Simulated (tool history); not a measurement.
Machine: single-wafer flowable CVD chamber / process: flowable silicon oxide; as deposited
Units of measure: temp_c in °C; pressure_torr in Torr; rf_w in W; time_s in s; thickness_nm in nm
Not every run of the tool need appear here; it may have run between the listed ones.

run	hour	temp_c	pressure_torr	rf_w	time_s	thickness_nm
1	0	90	0.756	2310	1134	961.31
2	3.3	90	0.756	1980	1134	938.69
3	9.6	90	0.756	1980	1171	973.08
4	15.1	90	0.756	1980	1171	970.73
5	17	90	0.756	2180	1171	986.25
6	20.6	90	0.756	2180	1134	957.21
7	27.6	86	0.757	2180	1134	1095.5

What does the tool deliver on the next run?
8	32.6	83	0.758	2180	1134	?

Run 8 produced thickness_nm 1216 nm.

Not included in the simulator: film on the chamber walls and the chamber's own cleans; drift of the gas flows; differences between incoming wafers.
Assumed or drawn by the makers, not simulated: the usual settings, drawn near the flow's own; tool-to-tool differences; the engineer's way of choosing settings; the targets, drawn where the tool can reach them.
